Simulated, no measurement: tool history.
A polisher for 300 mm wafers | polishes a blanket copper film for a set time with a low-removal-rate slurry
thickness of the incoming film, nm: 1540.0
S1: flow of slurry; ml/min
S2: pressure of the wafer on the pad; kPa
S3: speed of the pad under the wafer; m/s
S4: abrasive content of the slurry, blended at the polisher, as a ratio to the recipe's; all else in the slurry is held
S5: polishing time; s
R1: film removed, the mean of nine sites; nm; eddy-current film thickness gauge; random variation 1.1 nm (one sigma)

Run 1, hour 0: S1 270 ml/min, S2 22.1 kPa, S3 0.84 m/s, S4 1, S5 50 s. Result: R1 148.01 nm.
Run 2, hour 1.3: S1 270 ml/min, S2 22.1 kPa, S3 0.84 m/s, S4 0.85, S5 50 s. Result: R1 144.61 nm.
Run 3, hour 3.8: S1 270 ml/min, S2 22.1 kPa, S3 0.84 m/s, S4 0.75, S5 50 s. Result: R1 136.35 nm.
Run 4, hour 6.7: S1 270 ml/min, S2 20.7 kPa, S3 0.84 m/s, S4 0.75, S5 50 s. Result: R1 131.92 nm.
Run 5, hour 10.1: S1 270 ml/min, S2 18.6 kPa, S3 0.84 m/s, S4 0.75, S5 50 s. Result: R1 123.4 nm.
Run 6, hour 13.4: S1 270 ml/min, S2 18.6 kPa, S3 0.94 m/s, S4 0.75, S5 50 s. Result: R1 134.29 nm.

The next listed run, before its measurement:
Run 7, hour 21.7: S1 270 ml/min, S2 16.5 kPa, S3 0.94 m/s, S4 0.75, S5 50 s. Result: R1 ?.

{"run 7": {"R1": 124.93}}
